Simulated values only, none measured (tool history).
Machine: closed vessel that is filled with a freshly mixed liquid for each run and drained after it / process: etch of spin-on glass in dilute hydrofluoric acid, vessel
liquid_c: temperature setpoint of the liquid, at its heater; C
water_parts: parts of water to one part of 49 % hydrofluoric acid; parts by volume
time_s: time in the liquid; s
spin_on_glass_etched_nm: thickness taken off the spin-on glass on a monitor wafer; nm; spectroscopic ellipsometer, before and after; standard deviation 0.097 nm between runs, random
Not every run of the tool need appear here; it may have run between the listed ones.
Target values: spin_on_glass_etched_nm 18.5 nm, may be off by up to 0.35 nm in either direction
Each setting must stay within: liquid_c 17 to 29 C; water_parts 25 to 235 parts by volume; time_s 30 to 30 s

{"run": 1, "day": 0.0, "liquid_c": 21, "water_parts": 130, "time_s": 30, "spin_on_glass_etched_nm": 8.3049}
{"run": 2, "day": 0.129, "liquid_c": 21, "water_parts": 175, "time_s": 30, "spin_on_glass_etched_nm": 5.9174}
{"run": 3, "day": 0.2, "liquid_c": 21, "water_parts": 215, "time_s": 30, "spin_on_glass_etched_nm": 4.631}
{"run": 4, "day": 0.396, "liquid_c": 21, "water_parts": 235, "time_s": 30, "spin_on_glass_etched_nm": 4.1639}
{"run": 5, "day": 0.783, "liquid_c": 23, "water_parts": 185, "time_s": 30, "spin_on_glass_etched_nm": 6.0417}
{"run": 6, "day": 1.129, "liquid_c": 26, "water_parts": 185, "time_s": 30, "spin_on_glass_etched_nm": 6.7037}
{"run": 7, "day": 1.442, "liquid_c": 29, "water_parts": 135, "time_s": 30, "spin_on_glass_etched_nm": 10.959}
{"run": 8, "day": 1.729, "liquid_c": 29, "water_parts": 135, "time_s": 30, "spin_on_glass_etched_nm": 10.905}
{"run": 9, "day": 2.062, "liquid_c": 29, "water_parts": 115, "time_s": 30, "spin_on_glass_etched_nm": 13.09}
{"run": 10, "day": 2.388, "liquid_c": 29, "water_parts": 70, "time_s": 30, "spin_on_glass_etched_nm": 22.974}
{"run": 11, "day": 2.646, "liquid_c": 27, "water_parts": 70, "time_s": 30, "spin_on_glass_etched_nm": 21.346}
{"run": 12, "day": 2.788, "liquid_c": 26, "water_parts": 70, "time_s": 30, "spin_on_glass_etched_nm": 20.408}
{"run": 13, "day": 3.1, "liquid_c": 25, "water_parts": 70, "time_s": 30, "spin_on_glass_etched_nm": 19.543}
{"run": 14, "day": 3.292, "liquid_c": 24.5, "water_parts": 70, "time_s": 30, "spin_on_glass_etched_nm": 19.269}

Next run, 4 choices. One meets every target within its allowed miss, the rest don't. Which?
{"run": "A", "day": 3.483, "liquid_c": 24.5, "water_parts": 75, "time_s": 30, "spin_on_glass_etched_nm": "?"}
{"run": "B", "day": 3.483, "liquid_c": 23.5, "water_parts": 70, "time_s": 30, "spin_on_glass_etched_nm": "?"}
{"run": "C", "day": 3.483, "liquid_c": 26, "water_parts": 80, "time_s": 30, "spin_on_glass_etched_nm": "?"}
{"run": "D", "day": 3.483, "liquid_c": 28, "water_parts": 80, "time_s": 30, "spin_on_glass_etched_nm": "?"}

move=A spin_on_glass_etched_nm=17.756
move=B spin_on_glass_etched_nm=18.387
move=C spin_on_glass_etched_nm=17.556
move=D spin_on_glass_etched_nm=18.987
A: takes the biggest miss from the last run beyond its target
B: every result lands within tolerance
C: takes the biggest miss from the last run beyond its target
D: an improvement on the last run, though not all results are within tolerance
The move that meets every target is B.

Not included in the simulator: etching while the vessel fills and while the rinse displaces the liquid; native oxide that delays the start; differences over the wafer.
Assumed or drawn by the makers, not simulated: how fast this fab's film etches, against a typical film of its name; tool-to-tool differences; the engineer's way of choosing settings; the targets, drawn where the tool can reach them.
